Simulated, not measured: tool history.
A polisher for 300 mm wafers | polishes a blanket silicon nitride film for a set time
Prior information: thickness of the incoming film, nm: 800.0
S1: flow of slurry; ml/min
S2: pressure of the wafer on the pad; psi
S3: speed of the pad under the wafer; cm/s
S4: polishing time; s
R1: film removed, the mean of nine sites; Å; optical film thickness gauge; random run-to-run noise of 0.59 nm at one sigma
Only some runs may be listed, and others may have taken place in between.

run  hour   S1   S2   S3  S4      R1
  1   0.0  195  4.3  130  19  543.81
  2   2.8  195  4.0  128  19  496.06
  3  11.2  195  4.9  128  19  602.44
  4  18.4  195  4.4  126  19  551.01
  5  24.2  195  5.3  126  19  663.70
  6  30.4  195  5.3  126  19  647.02
  7  31.1  195  5.3  126  19  638.04
  8  35.0  195  4.7  124  19  575.12
     41.9  -- slurry nozzle cleaned
  9  41.9  195  4.3  122  19  549.67
 10  46.7  195  3.9  120  19  486.06

Expected results for the next run?
 11  49.9  195  3.7  118  19   ?

For run 11 the tool returned R1 456.61 Å.

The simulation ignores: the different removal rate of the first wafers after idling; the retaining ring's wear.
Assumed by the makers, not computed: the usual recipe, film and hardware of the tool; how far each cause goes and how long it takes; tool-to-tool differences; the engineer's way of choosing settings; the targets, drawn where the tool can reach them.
